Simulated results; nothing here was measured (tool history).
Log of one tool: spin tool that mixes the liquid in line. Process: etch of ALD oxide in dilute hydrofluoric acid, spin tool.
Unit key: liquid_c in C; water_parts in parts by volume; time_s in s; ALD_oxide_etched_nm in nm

run  hour  liquid_c  water_parts  time_s  ALD_oxide_etched_nm
  1     0        24          270     150               12.777
  2   5.4        25          240     150               15.464
  3     9        23          240     150               14.239
  4  16.4      24.5          215     150               17.312
  5  21.7      25.5          200     150               20.089
  6  22.9      25.5          200     150               19.452

Expected results for the next run?
  7  29.2      26.5          185     150                    ?

{"run 7": {"ALD_oxide_etched_nm": 22.788}}
